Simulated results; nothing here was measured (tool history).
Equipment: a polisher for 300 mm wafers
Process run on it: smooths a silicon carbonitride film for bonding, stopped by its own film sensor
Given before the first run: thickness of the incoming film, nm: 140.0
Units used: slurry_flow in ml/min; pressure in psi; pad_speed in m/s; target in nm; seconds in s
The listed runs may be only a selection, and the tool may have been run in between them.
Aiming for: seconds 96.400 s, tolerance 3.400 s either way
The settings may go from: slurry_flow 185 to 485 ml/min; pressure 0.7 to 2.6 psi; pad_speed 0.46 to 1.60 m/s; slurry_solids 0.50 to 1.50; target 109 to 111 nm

run	hour	slurry_flow	pressure	pad_speed	slurry_solids	target	seconds
1	0.0	310	1.6	1.02	1.00	111	126.700
2	3.7	310	1.7	1.02	1.00	111	121.720
3	5.1	310	1.8	1.02	1.00	111	112.360
4	9.2	310	1.9	1.02	1.00	111	109.100
5	16.6	310	1.9	1.02	1.00	111	107.000
6	20.6	310	1.9	1.02	0.85	111	111.860
7	21.7	310	2.0	1.02	0.85	111	110.110
8	26.3	310	2.1	1.02	0.85	111	104.510

4 candidate next runs follow, results not yet known. Just one meets every target within its allowed miss. Identify it.
A	30.9	295	2.4	1.14	0.75	110	?
B	30.9	225	2.2	0.94	0.75	109	?
C	30.9	395	2.5	0.96	0.95	110	?
D	30.9	310	2.0	1.12	0.95	111	?

move	seconds
A	88.891
B	120.040
C	89.625
D	96.589
A: pushes the last run's worst result past its target
B: its largest miss is bigger than the last run's
C: pushes the last run's worst result past its target
D: every result within its allowed miss
So the answer is move D, the one that meets all the targets.
